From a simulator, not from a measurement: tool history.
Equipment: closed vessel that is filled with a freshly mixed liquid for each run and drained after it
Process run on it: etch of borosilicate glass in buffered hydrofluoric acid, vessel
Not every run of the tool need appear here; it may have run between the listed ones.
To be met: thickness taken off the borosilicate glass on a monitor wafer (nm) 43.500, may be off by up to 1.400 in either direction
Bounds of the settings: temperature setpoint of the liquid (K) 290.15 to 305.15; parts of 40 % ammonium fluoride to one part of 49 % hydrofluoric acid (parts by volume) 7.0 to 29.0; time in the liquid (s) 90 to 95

run,day,temperature setpoint of the liquid (K),parts of 40 % ammonium fluoride to one part of 49 % hydrofluoric acid (parts by volume),time in the liquid (s),thickness taken off the borosilicate glass on a monitor wafer (nm)
1,0.000,298.15,18.0,90,58.872
2,0.096,298.15,16.0,90,66.714
3,0.212,298.15,11.0,90,94.325
4,0.588,298.15,11.0,95,101.420
5,0.838,297.15,12.0,95,87.385
# day 0.908: hydrofluoric acid flow meter replaced
6,0.908,297.15,12.0,90,91.802
7,1.175,297.15,13.5,90,83.832
8,1.421,297.65,14.5,90,78.035
9,1.729,293.65,20.0,90,45.535

Which one of the following 5 next-run settings gets every result inside its allowed miss? There is exactly one.
A,2.038,293.15,20.5,95,?
B,2.038,292.15,21.0,95,?
C,2.038,291.65,21.0,90,?
D,2.038,293.15,19.5,90,?
E,2.038,292.65,20.0,95,?

move,thickness taken off the borosilicate glass on a monitor wafer (nm)
A,46.114
B,42.909
C,39.537
D,45.576
E,45.636
A: further off than the last run
B: hits every target within its allowed miss
C: the result that was furthest off in the last run now lies on the other side of its target
D: about the same distance from the targets as the last run
E: about the same distance from the targets as the last run
So the answer is move B, the one that meets all the targets.
